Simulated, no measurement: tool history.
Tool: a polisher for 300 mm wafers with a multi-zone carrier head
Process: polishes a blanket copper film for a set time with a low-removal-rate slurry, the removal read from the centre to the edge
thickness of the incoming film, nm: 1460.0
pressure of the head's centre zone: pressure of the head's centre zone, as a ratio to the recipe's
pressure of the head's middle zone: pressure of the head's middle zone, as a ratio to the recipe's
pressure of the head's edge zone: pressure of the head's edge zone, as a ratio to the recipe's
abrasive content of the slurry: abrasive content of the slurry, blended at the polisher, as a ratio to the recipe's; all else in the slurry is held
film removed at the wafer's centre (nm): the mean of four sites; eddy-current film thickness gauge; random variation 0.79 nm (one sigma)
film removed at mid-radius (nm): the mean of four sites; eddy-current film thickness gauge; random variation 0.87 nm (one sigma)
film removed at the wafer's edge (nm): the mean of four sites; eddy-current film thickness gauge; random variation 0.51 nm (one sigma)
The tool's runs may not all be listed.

run	hour	flow of slurry (ml/min)	pressure of the head's centre zone	pressure of the head's middle zone	pressure of the head's edge zone	abrasive content of the slurry	polishing time (s)	film removed at the wafer's centre (nm)	film removed at mid-radius (nm)	film removed at the wafer's edge (nm)
1	0	150	1	1	1	1	40	147.61	156.66	153.18
2	6.2	150	1	1	1	0.85	40	145.33	149.47	147.1
3	7.5	150	1	1	1	0.85	34	123.76	124.41	124.42
4	16.2	150	1	1.07	1	0.85	34	124.68	133.84	125.58
5	25.2	175	1	1.07	1	0.85	34	125.11	137.71	127.1
6	26.8	175	1.07	1.07	1	0.85	34	131.44	138.41	127.76
7	35.2	180	1	1.09	0.98	0.75	31	111.97	123.98	112.23
8	43.1	180	0.95	1.09	0.94	0.7	30	103.16	118.91	104.06
9	44.5	175	0.91	1.08	0.92	0.65	29	94.244	109.96	97.53
10	50	165	0.88	1.08	0.89	0.6	29	88.775	109.82	93.857

The next listed run, before its measurement:
11	55.3	160	0.87	1.06	0.87	0.55	28	?	?	?

Run 11 gave film removed at the wafer's centre (nm) 80.638, film removed at mid-radius (nm) 99.014, film removed at the wafer's edge (nm) 86.937.
